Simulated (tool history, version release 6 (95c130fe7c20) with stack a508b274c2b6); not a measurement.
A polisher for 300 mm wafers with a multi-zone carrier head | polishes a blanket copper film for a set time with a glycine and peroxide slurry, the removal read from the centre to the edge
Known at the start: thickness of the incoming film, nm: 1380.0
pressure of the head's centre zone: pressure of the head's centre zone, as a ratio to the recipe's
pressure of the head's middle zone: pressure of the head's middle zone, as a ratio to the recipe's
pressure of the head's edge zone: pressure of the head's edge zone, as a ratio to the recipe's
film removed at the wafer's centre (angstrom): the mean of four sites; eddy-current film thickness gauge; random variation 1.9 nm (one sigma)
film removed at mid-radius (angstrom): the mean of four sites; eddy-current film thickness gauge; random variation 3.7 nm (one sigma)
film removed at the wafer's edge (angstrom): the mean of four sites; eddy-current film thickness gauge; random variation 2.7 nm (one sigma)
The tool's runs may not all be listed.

run  hour  flow of slurry (ml/min)  pressure of the head's centre zone  pressure of the head's middle zone  pressure of the head's edge zone  polishing time (s)  film removed at the wafer's centre (angstrom)  film removed at mid-radius (angstrom)  film removed at the wafer's edge (angstrom)
  1   0.0                      270                                1.00                                1.00                              1.00                  74                                         2597.1                                 2532.8                                       2523.6
  2   8.7                      285                                0.99                                1.04                              1.04                  75                                         2571.5                                 2611.2                                       2576.0
  3  11.1                      285                                0.99                                1.04                              1.04                  88                                         3010.0                                 3089.5                                       3030.1
  4  17.9                      280                                0.97                                1.04                              1.03                  87                                         2898.8                                 3035.3                                       2947.6
  5  19.7                      280                                0.97                                0.98                              1.03                  87                                         2891.2                                 2951.4                                       2959.6
  6  28.4                      280                                0.97                                0.98                              1.03                  74                                         2486.0                                 2447.0                                       2540.9

Run 7 comes next. What will it give?
  7  30.7                      280                                0.97                                1.03                              1.06                  77                                              ?                                      ?                                            ?

film removed at the wafer's centre (angstrom): 2591.8
film removed at mid-radius (angstrom): 2706.3
film removed at the wafer's edge (angstrom): 2713.0

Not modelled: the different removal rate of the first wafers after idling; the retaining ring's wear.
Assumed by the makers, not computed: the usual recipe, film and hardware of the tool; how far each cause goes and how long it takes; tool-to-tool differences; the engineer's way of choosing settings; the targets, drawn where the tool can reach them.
